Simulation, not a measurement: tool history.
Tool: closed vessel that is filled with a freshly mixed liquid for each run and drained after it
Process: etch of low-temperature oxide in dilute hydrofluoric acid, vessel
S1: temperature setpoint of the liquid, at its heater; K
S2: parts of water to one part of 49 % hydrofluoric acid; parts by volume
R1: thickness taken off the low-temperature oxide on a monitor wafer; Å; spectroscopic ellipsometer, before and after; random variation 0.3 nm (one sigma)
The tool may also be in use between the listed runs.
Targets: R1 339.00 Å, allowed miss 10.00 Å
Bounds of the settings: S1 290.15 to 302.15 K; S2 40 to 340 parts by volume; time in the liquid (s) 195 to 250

{"run": 1, "hour": 0.0, "S1": 294.15, "S2": 190, "time in the liquid (s)": 250, "R1": 233.21}
{"run": 2, "hour": 3.7, "S1": 294.15, "S2": 145, "time in the liquid (s)": 250, "R1": 324.04}
{"run": 3, "hour": 6.4, "S1": 292.15, "S2": 145, "time in the liquid (s)": 250, "R1": 301.11}
{"run": 4, "hour": 7.6, "S1": 293.65, "S2": 145, "time in the liquid (s)": 250, "R1": 314.13}
{"run": 5, "hour": 12.2, "S1": 293.65, "S2": 195, "time in the liquid (s)": 250, "R1": 223.09}
{"run": 6, "hour": 18.7, "S1": 296.15, "S2": 185, "time in the liquid (s)": 250, "R1": 258.15}
{"hour": 25.6, "done": "thermometer replaced"}
{"run": 7, "hour": 25.6, "S1": 296.15, "S2": 185, "time in the liquid (s)": 250, "R1": 237.51}
{"run": 8, "hour": 33.2, "S1": 296.15, "S2": 165, "time in the liquid (s)": 250, "R1": 272.72}
{"run": 9, "hour": 37.5, "S1": 296.15, "S2": 155, "time in the liquid (s)": 250, "R1": 294.16}
{"run": 10, "hour": 41.1, "S1": 296.15, "S2": 155, "time in the liquid (s)": 250, "R1": 291.25}
{"run": 11, "hour": 42.8, "S1": 296.15, "S2": 145, "time in the liquid (s)": 250, "R1": 314.04}
{"run": 12, "hour": 44.8, "S1": 296.15, "S2": 140, "time in the liquid (s)": 250, "R1": 327.38}
{"run": 13, "hour": 50.6, "S1": 296.65, "S2": 135, "time in the liquid (s)": 250, "R1": 347.7}

Which of these 5 next moves meets every target?
{"run": "A", "hour": 56.4, "S1": 297.15, "S2": 130, "time in the liquid (s)": 245, "R1": "?"}
{"run": "B", "hour": 56.4, "S1": 296.65, "S2": 110, "time in the liquid (s)": 205, "R1": "?"}
{"run": "C", "hour": 56.4, "S1": 297.15, "S2": 140, "time in the liquid (s)": 250, "R1": "?"}
{"run": "D", "hour": 56.4, "S1": 296.65, "S2": 130, "time in the liquid (s)": 250, "R1": "?"}
{"run": "E", "hour": 56.4, "S1": 299.65, "S2": 135, "time in the liquid (s)": 230, "R1": "?"}

move=A R1=367.66
move=B R1=365.07
move=C R1=344.32
move=D R1=367.94
move=E R1=363.50
A: further off than the last run
B: further off than the last run
C: meets every target
D: further off than the last run
E: further off than the last run
Move C is the one to make.
